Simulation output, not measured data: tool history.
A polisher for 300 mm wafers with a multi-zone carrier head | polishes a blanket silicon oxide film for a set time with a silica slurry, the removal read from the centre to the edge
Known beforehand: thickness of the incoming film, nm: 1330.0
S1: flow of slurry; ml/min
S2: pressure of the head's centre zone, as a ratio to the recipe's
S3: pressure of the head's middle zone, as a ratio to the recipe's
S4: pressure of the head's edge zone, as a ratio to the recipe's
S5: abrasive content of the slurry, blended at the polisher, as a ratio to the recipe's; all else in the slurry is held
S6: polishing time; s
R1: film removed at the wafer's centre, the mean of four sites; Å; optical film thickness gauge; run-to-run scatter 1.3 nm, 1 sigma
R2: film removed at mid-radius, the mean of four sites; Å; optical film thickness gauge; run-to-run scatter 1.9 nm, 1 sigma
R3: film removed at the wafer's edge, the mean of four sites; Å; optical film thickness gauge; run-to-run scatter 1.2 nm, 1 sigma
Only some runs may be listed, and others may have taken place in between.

run 1 day=0.000 | S1=230 S2=1.00 S3=1.00 S4=1.00 S5=1.00 S6=48 | R1=1246.7 R2=1308.7 R3=1388.4
run 2 day=0.054 | S1=230 S2=1.00 S3=1.00 S4=1.00 S5=0.80 S6=48 | R1=1183.3 R2=1227.2 R3=1323.9
run 3 day=0.412 | S1=245 S2=1.00 S3=1.05 S4=1.00 S5=0.85 S6=48 | R1=1225.5 R2=1288.6 R3=1349.3
run 4 day=0.500 | S1=245 S2=0.98 S3=1.09 S4=0.97 S5=0.95 S6=48 | R1=1255.3 R2=1411.8 R3=1337.8
run 5 day=0.638 | S1=245 S2=0.90 S3=1.09 S4=0.97 S5=0.95 S6=48 | R1=1144.6 R2=1373.1 R3=1376.9
run 6 day=0.746 | S1=245 S2=0.90 S3=1.04 S4=0.97 S5=0.95 S6=48 | R1=1154.4 R2=1322.0 R3=1346.1

Predict the results of run 7:
run 7 day=0.950 | S1=255 S2=0.91 S3=1.08 S4=0.96 S5=1.00 S6=48 | R1=? R2=? R3=?

{"run 7": {"R1": 1179.9, "R2": 1382.3, "R3": 1361.8}}
